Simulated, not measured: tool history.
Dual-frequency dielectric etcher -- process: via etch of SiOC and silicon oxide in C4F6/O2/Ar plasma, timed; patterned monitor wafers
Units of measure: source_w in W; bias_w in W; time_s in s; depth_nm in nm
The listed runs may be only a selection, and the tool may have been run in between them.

run,hour,source_w,bias_w,time_s,depth_nm
1,0.0,380,127,96.0,93.677
2,3.3,380,143,96.0,96.416
3,7.4,380,143,100.5,101.180
4,10.5,340,140,100.5,97.333
5,13.2,340,162,100.5,100.090
6,19.7,340,139,100.5,96.150
7,26.4,310,138,100.5,94.454

Expected results for the next run?
8,32.3,290,134,100.0,?

{"run 8": {"depth_nm": 90.995}}
